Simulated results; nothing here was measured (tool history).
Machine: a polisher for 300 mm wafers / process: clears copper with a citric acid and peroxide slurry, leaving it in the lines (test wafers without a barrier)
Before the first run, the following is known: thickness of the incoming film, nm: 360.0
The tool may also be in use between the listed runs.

| run | hour | flow of slurry (ml/min) | pressure of the wafer on the pad (psi) | speed of the pad under the wafer (m/s) | abrasive content of the slurry | overpolish time after the end point (s) | time until the end point was called (s) | dishing of a wide line in a test structure (angstrom) |
|---|---|---|---|---|---|---|---|---|
| 1 | 0.0 | 145 | 2.7 | 1.12 | 1.00 | 15 | 168.32 | 260.94 |
| 2 | 2.1 | 165 | 2.7 | 1.12 | 1.00 | 15 | 164.95 | 262.81 |
| 3 | 9.0 | 165 | 2.7 | 1.12 | 1.00 | 10 | 165.99 | 182.80 |
| 4 | 11.1 | 200 | 2.7 | 1.12 | 1.00 | 10 | 159.78 | 188.79 |
| 5 | 19.5 | 190 | 2.5 | 1.12 | 1.00 | 14 | 174.64 | 237.63 |
| 6 | 21.6 | 190 | 2.5 | 1.12 | 1.00 | 8 | 173.43 | 138.99 |
| 7 | 29.7 | 180 | 2.5 | 1.08 | 1.00 | 12 | 178.69 | 199.50 |
| 8 | 34.8 | 180 | 2.4 | 1.04 | 1.05 | 15 | 187.98 | 231.13 |
| 9 | 36.8 | 170 | 2.4 | 1.04 | 1.00 | 17 | 195.13 | 255.11 |
| 10 | 41.5 | 170 | 2.4 | 1.04 | 1.00 | 17 | 194.66 | 245.38 |

Run 11 is up next; what results do you expect?
| 11 | 49.6 | 130 | 2.2 | 1.04 | 1.00 | 24 | ? | ? |

time until the end point was called (s): 220.49
dishing of a wide line in a test structure (angstrom): 302.56
